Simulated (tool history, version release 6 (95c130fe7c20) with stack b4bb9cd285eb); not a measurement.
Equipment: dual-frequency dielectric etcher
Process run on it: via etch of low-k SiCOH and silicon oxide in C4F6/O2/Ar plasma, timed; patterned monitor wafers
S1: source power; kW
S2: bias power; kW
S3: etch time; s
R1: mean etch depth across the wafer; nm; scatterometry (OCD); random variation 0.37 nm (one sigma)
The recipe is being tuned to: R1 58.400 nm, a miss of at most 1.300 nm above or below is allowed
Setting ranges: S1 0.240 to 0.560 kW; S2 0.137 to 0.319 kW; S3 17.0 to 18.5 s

Run 1, hour 0.0: S1 0.400 kW, S2 0.228 kW, S3 18.5 s. Result: R1 48.539 nm.
Run 2, hour 8.3: S1 0.350 kW, S2 0.228 kW, S3 18.5 s. Result: R1 46.707 nm.
Run 3, hour 15.3: S1 0.310 kW, S2 0.228 kW, S3 18.5 s. Result: R1 43.870 nm.
Run 4, hour 21.0: S1 0.370 kW, S2 0.235 kW, S3 18.5 s. Result: R1 48.303 nm.
Run 5, hour 25.6: S1 0.370 kW, S2 0.195 kW, S3 18.5 s. Result: R1 43.155 nm.
Run 6, hour 27.7: S1 0.370 kW, S2 0.195 kW, S3 17.0 s. Result: R1 39.910 nm.
Run 7, hour 31.8: S1 0.410 kW, S2 0.214 kW, S3 17.0 s. Result: R1 43.166 nm.
Run 8, hour 37.6: S1 0.440 kW, S2 0.236 kW, S3 17.0 s. Result: R1 47.374 nm.
Run 9, hour 38.3: S1 0.440 kW, S2 0.236 kW, S3 17.0 s. Result: R1 47.444 nm.
Run 10, hour 42.7: S1 0.460 kW, S2 0.250 kW, S3 17.0 s. Result: R1 49.340 nm.
Run 11, hour 47.9: S1 0.480 kW, S2 0.263 kW, S3 17.0 s. Result: R1 51.941 nm.
Run 12, hour 56.9: S1 0.490 kW, S2 0.271 kW, S3 17.0 s. Result: R1 53.018 nm.

Pick the move, out of 5, that brings all results within their allowed miss; only one does.
Run A, hour 65.9: S1 0.510 kW, S2 0.271 kW, S3 17.5 s. Result: R1 ?.
Run B, hour 65.9: S1 0.460 kW, S2 0.263 kW, S3 18.5 s. Result: R1 ?.
Run C, hour 65.9: S1 0.500 kW, S2 0.272 kW, S3 18.5 s. Result: R1 ?.
Run D, hour 65.9: S1 0.430 kW, S2 0.283 kW, S3 18.0 s. Result: R1 ?.
Run E, hour 65.9: S1 0.480 kW, S2 0.303 kW, S3 17.0 s. Result: R1 ?.

move      R1
   A  55.195
   B  55.132
   C  57.993
   D  54.164
   E  55.310
A: closes in on the targets versus the last run, not all within tolerance yet
B: closes in on the targets versus the last run, not all within tolerance yet
C: every result lands within tolerance
D: closes in on the targets versus the last run, not all within tolerance yet
E: closes in on the targets versus the last run, not all within tolerance yet
Go with C: it meets all targets.
